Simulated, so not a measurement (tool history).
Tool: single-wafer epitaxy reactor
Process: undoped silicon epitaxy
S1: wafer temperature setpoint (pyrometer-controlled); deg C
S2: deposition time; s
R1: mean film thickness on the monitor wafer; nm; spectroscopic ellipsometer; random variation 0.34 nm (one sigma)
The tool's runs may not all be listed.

run 1 hour=0.0 | S1=645 S2=349 | R1=48.890
run 2 hour=9.0 | S1=645 S2=377 | R1=52.757
run 3 hour=16.5 | S1=648 S2=377 | R1=57.155
run 4 hour=18.0 | S1=650 S2=377 | R1=58.810
run 5 hour=24.3 | S1=652 S2=377 | R1=62.901
run 6 hour=28.0 | S1=653 S2=377 | R1=63.827
run 7 hour=32.2 | S1=654 S2=377 | R1=65.580

Run 8 comes next. What will it give?
run 8 hour=33.0 | S1=655 S2=377 | R1=?

Run 8 gave R1 67.150 nm.
